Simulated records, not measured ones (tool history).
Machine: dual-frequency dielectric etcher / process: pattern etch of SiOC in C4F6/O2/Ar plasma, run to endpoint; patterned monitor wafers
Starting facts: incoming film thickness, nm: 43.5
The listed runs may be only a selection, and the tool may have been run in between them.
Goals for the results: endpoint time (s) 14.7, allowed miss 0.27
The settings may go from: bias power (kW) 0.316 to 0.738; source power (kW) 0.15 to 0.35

run 1 hour=0 | bias_power_(kW)=0.527 source_power_(kW)=0.25 | endpoint_time_(s)=16.412
run 2 hour=3.5 | bias_power_(kW)=0.567 source_power_(kW)=0.25 | endpoint_time_(s)=16.083
run 3 hour=9.7 | bias_power_(kW)=0.605 source_power_(kW)=0.25 | endpoint_time_(s)=15.873
run 4 hour=17.7 | bias_power_(kW)=0.635 source_power_(kW)=0.26 | endpoint_time_(s)=15.394
run 5 hour=22.5 | bias_power_(kW)=0.564 source_power_(kW)=0.26 | endpoint_time_(s)=15.761
run 6 hour=30.1 | bias_power_(kW)=0.564 source_power_(kW)=0.28 | endpoint_time_(s)=15.061
run 7 hour=34.7 | bias_power_(kW)=0.575 source_power_(kW)=0.28 | endpoint_time_(s)=14.975
run 8 hour=38.4 | bias_power_(kW)=0.575 source_power_(kW)=0.28 | endpoint_time_(s)=15.02

Below are 4 possible settings for the next run. Only one of them brings all results inside the allowed miss of their targets. Which is it?
run A hour=42.1 | bias_power_(kW)=0.484 source_power_(kW)=0.29 | endpoint_time_(s)=?
run B hour=42.1 | bias_power_(kW)=0.538 source_power_(kW)=0.3 | endpoint_time_(s)=?
run C hour=42.1 | bias_power_(kW)=0.637 source_power_(kW)=0.31 | endpoint_time_(s)=?
run D hour=42.1 | bias_power_(kW)=0.623 source_power_(kW)=0.26 | endpoint_time_(s)=?

move=A endpoint_time_(s)=15.309
move=B endpoint_time_(s)=14.691
move=C endpoint_time_(s)=13.883
move=D endpoint_time_(s)=15.35
A: further off than the last run
B: meets every target
C: carries the result that was furthest off beyond its target, to the other side
D: further off than the last run
Correct choice: B, which meets every target
